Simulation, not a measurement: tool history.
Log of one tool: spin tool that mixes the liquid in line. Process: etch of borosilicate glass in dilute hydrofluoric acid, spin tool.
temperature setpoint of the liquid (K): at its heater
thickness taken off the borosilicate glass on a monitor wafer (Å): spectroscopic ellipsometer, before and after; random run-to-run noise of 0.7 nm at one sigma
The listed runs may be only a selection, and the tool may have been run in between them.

run	hour	temperature setpoint of the liquid (K)	parts of water to one part of 49 % hydrofluoric acid (parts by volume)	time under the liquid (s)	thickness taken off the borosilicate glass on a monitor wafer (Å)
1	0.0	297.15	190	325	465.34
2	3.1	298.15	185	325	505.39
3	11.7	299.15	180	325	530.93
4	16.9	299.15	250	325	353.28
5	22.4	296.15	250	325	325.65
6	31.2	297.15	230	325	370.12

For run 7, what comes out?
7	37.9	301.15	155	325	?

thickness taken off the borosilicate glass on a monitor wafer (Å): 691.93
